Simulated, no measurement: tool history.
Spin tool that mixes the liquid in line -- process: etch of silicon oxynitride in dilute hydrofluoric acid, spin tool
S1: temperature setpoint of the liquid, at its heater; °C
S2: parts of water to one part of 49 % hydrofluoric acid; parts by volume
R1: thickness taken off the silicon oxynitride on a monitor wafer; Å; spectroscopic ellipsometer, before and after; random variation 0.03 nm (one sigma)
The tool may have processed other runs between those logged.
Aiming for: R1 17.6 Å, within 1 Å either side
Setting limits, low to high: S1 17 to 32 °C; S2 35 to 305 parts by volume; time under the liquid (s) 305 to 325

run 1 hour=0 | S1=24 S2=170 time_under_the_liquid_(s)=305 | R1=30.549
run 2 hour=6.5 | S1=24 S2=215 time_under_the_liquid_(s)=305 | R1=22.867
run 3 hour=7.3 | S1=24 S2=215 time_under_the_liquid_(s)=305 | R1=23.014
run 4 hour=10.5 | S1=23.5 S2=215 time_under_the_liquid_(s)=305 | R1=21.473
run 5 hour=11.8 | S1=23 S2=215 time_under_the_liquid_(s)=305 | R1=21.803
run 6 hour=12.7 | S1=22.5 S2=215 time_under_the_liquid_(s)=305 | R1=21.963
run 7 hour=17.9 | S1=18.5 S2=230 time_under_the_liquid_(s)=305 | R1=16.393
run 8 hour=22.6 | S1=18.5 S2=230 time_under_the_liquid_(s)=305 | R1=16.288

Consider the 5 candidate settings below. Which is the only one whose results all fall within their allowed miss of target?
run A hour=27.3 | S1=18.5 S2=230 time_under_the_liquid_(s)=325 | R1=?
run B hour=27.3 | S1=20.5 S2=265 time_under_the_liquid_(s)=315 | R1=?
run C hour=27.3 | S1=17 S2=240 time_under_the_liquid_(s)=320 | R1=?
run D hour=27.3 | S1=20.5 S2=270 time_under_the_liquid_(s)=305 | R1=?
run E hour=27.3 | S1=19 S2=255 time_under_the_liquid_(s)=305 | R1=?

move=A R1=17.595
move=B R1=15.917
move=C R1=15.382
move=D R1=15.082
move=E R1=15.036
A: every result lands within tolerance
B: misses by more than the last run did
C: misses by more than the last run did
D: misses by more than the last run did
E: misses by more than the last run did
The move that meets every target is A.
